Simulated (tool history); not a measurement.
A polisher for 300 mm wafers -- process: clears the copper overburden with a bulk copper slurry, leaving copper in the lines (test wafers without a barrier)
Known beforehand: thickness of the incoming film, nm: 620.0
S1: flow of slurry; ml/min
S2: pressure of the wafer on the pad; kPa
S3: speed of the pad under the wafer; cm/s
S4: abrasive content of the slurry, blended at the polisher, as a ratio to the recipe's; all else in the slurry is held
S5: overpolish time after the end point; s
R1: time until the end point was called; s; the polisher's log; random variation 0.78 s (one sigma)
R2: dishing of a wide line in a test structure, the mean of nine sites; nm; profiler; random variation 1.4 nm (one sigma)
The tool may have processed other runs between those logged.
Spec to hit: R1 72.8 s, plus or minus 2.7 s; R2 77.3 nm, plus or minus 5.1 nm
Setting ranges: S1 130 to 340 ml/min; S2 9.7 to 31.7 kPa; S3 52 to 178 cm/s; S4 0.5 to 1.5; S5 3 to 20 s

run 1 hour=0 | S1=220 S2=20.7 S3=114 S4=1 S5=10 | R1=63.154 R2=54.171
run 2 hour=2.8 | S1=220 S2=20.7 S3=114 S4=1 S5=8 | R1=63.381 R2=44.051
run 3 hour=11.3 | S1=220 S2=20 S3=114 S4=1 S5=10 | R1=65.784 R2=52.462
run 4 hour=19.3 | S1=220 S2=20 S3=114 S4=1 S5=8 | R1=66.568 R2=45.765
run 5 hour=25.4 | S1=220 S2=20 S3=114 S4=0.85 S5=8 | R1=67.35 R2=41.976
run 6 hour=29.4 | S1=220 S2=20 S3=114 S4=1 S5=8 | R1=65.963 R2=42.49
run 7 hour=34 | S1=215 S2=19.3 S3=112 S4=1 S5=10 | R1=70.514 R2=49.489
run 8 hour=38.7 | S1=215 S2=19.3 S3=112 S4=1.05 S5=12 | R1=67.977 R2=56.575
run 9 hour=40.8 | S1=210 S2=18.6 S3=112 S4=1.05 S5=14 | R1=71.148 R2=63.075

Of the 4 settings listed for the next run, only one would bring every result within its allowed miss of target. Which one?
run A hour=42.9 | S1=220 S2=15.9 S3=146 S4=0.95 S5=14 | R1=? R2=?
run B hour=42.9 | S1=235 S2=20.7 S3=98 S4=0.95 S5=19 | R1=? R2=?
run C hour=42.9 | S1=220 S2=20 S3=110 S4=1.05 S5=18 | R1=? R2=?
run D hour=42.9 | S1=185 S2=18.6 S3=112 S4=1.05 S5=15 | R1=? R2=?

move=A R1=66.665 R2=65.883
move=B R1=71.408 R2=79.893
move=C R1=66.652 R2=80.176
move=D R1=72.124 R2=67.039
A: an improvement on the last run, though not all results are within tolerance
B: in spec on every target
C: the furthest-off result lands on target, but another misses its tolerance
D: an improvement on the last run, though not all results are within tolerance
B is the move that brings every result within its allowed miss.
